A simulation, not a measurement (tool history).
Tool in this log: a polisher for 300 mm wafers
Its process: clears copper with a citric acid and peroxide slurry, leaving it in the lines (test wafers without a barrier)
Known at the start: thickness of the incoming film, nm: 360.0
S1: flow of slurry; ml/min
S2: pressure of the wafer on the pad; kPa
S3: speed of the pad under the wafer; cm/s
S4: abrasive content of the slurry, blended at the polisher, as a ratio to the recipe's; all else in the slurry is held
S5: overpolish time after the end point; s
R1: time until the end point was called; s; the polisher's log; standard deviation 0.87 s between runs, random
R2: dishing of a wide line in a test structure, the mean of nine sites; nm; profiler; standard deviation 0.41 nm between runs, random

| run | day | S1 | S2 | S3 | S4 | S5 | R1 | R2 |
|---|---|---|---|---|---|---|---|---|
| 1 | 0.000 | 170 | 26.2 | 140 | 1.00 | 22 | 107.560 | 45.873 |
| 2 | 0.296 | 170 | 26.2 | 140 | 1.00 | 18 | 105.810 | 39.960 |
| 3 | 0.462 | 170 | 26.2 | 140 | 1.15 | 18 | 103.890 | 41.559 |
| 4 | 0.567 | 170 | 26.2 | 140 | 0.95 | 18 | 106.410 | 40.795 |
| 5 | 0.846 | 175 | 25.5 | 148 | 1.05 | 16 | 100.450 | 37.635 |
| 6 | 1.175 | 175 | 25.5 | 148 | 1.20 | 16 | 99.512 | 37.494 |
| 7 | 1.383 | 195 | 24.1 | 186 | 1.45 | 7 | 81.589 | 21.594 |
| 8 | 1.458 | 195 | 24.8 | 186 | 1.45 | 7 | 79.839 | 22.594 |
| 9 | 1.633 | 195 | 24.8 | 186 | 1.45 | 7 | 80.529 | 22.191 |

For run 10, what comes out?
| 10 | 1.762 | 195 | 25.5 | 186 | 1.45 | 7 | ? | ? |

Run 10 gave R1 78.070 s, R2 22.695 nm.
